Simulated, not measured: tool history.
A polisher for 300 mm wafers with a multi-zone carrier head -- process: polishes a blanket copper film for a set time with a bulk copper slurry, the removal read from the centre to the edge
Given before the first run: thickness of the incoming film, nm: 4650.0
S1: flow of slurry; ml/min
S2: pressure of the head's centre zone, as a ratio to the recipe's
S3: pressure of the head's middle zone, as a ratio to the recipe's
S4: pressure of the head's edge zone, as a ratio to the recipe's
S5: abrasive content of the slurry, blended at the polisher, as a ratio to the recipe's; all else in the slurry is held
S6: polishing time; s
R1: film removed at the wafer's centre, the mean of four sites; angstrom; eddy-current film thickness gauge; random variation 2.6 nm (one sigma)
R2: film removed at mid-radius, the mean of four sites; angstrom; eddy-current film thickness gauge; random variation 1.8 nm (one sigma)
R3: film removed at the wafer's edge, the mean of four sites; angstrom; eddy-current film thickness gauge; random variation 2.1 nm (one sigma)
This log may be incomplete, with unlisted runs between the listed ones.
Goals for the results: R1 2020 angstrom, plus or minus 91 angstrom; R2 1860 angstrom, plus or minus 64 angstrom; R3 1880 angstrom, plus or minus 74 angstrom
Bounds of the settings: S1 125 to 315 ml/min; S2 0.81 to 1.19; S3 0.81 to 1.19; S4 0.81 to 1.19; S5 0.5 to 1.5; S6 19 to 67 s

run 1 hour=0 | S1=205 S2=1 S3=1 S4=1 S5=1 S6=43 | R1=2764.4 R2=2661.4 R3=2754.9
run 2 hour=2.9 | S1=205 S2=1 S3=1 S4=1 S5=1 S6=49 | R1=3117.5 R2=3062.5 R3=3077.9
run 3 hour=9.9 | S1=205 S2=1 S3=1 S4=1 S5=1 S6=53 | R1=3440.4 R2=3331.3 R3=3356.4
run 4 hour=16.7 | S1=205 S2=1 S3=1.04 S4=1 S5=1 S6=53 | R1=3365.1 R2=3398.8 R3=3351.1
run 5 hour=25.4 | S1=200 S2=1 S3=1.02 S4=0.98 S5=0.9 S6=49 | R1=3027.6 R2=2998 R3=2956.8
run 6 hour=29.9 | S1=200 S2=1 S3=0.94 S4=0.98 S5=0.9 S6=49 | R1=3030.4 R2=2811.5 R3=3026.1
run 7 hour=35.5 | S1=200 S2=1.01 S3=0.95 S4=0.96 S5=0.85 S6=46 | R1=2895.1 R2=2693.4 R3=2739.5
run 8 hour=39.6 | S1=195 S2=1 S3=0.93 S4=0.94 S5=0.8 S6=44 | R1=2641.8 R2=2428.3 R3=2566.9
run 9 hour=40.4 | S1=195 S2=1 S3=0.93 S4=0.92 S5=0.75 S6=42 | R1=2600.6 R2=2317.8 R3=2375.3
run 10 hour=48.6 | S1=190 S2=0.98 S3=0.93 S4=0.91 S5=0.7 S6=41 | R1=2348.7 R2=2230.2 R3=2258.1
run 11 hour=55.4 | S1=185 S2=0.98 S3=0.92 S4=0.9 S5=0.65 S6=40 | R1=2237.9 R2=2070.9 R3=2183.6
run 12 hour=58.1 | S1=180 S2=0.98 S3=0.92 S4=0.89 S5=0.6 S6=40 | R1=2249 R2=2053.9 R3=2138.7
run 13 hour=63 | S1=180 S2=0.98 S3=0.92 S4=0.88 S5=0.6 S6=40 | R1=2215.2 R2=2044.1 R3=2133.7
run 14 hour=65.1 | S1=180 S2=0.98 S3=0.92 S4=0.87 S5=0.6 S6=39 | R1=2168.5 R2=1988.9 R3=2054.7
run 15 hour=71.1 | S1=175 S2=0.98 S3=0.92 S4=0.86 S5=0.6 S6=39 | R1=2113.3 R2=1979 R3=2008.2
run 16 hour=77.4 | S1=170 S2=0.98 S3=0.92 S4=0.85 S5=0.6 S6=39 | R1=2126.3 R2=1968.7 R3=2027.6
run 17 hour=81.9 | S1=180 S2=0.99 S3=0.93 S4=0.83 S5=0.5 S6=36 | R1=1938.7 R2=1801.2 R3=1767.9
run 18 hour=90.9 | S1=180 S2=0.99 S3=0.93 S4=0.84 S5=0.5 S6=36 | R1=1924 R2=1791.4 R3=1840

4 candidate next runs follow, results not yet known. Just one meets every target within its allowed miss. Identify it.
run A hour=99.9 | S1=135 S2=0.93 S3=1.03 S4=0.96 S5=0.5 S6=36 | R1=? R2=? R3=?
run B hour=99.9 | S1=160 S2=0.98 S3=0.92 S4=0.83 S5=0.5 S6=38 | R1=? R2=? R3=?
run C hour=99.9 | S1=180 S2=0.93 S3=1 S4=0.86 S5=0.5 S6=36 | R1=? R2=? R3=?
run D hour=99.9 | S1=190 S2=0.97 S3=0.95 S4=0.87 S5=0.55 S6=33 | R1=? R2=? R3=?

move=A R1=1690.9 R2=1851.9 R3=1866.9
move=B R1=1965.4 R2=1848.6 R3=1898.7
move=C R1=1813 R2=1921.9 R3=1855.9
move=D R1=1783.8 R2=1734 R3=1754.6
A: brings the result that was furthest off to its target, and leaves another outside
B: each result inside its tolerance
C: brings the result that was furthest off to its target, and leaves another outside
D: lands further from the targets than the last run did
The right move is B.
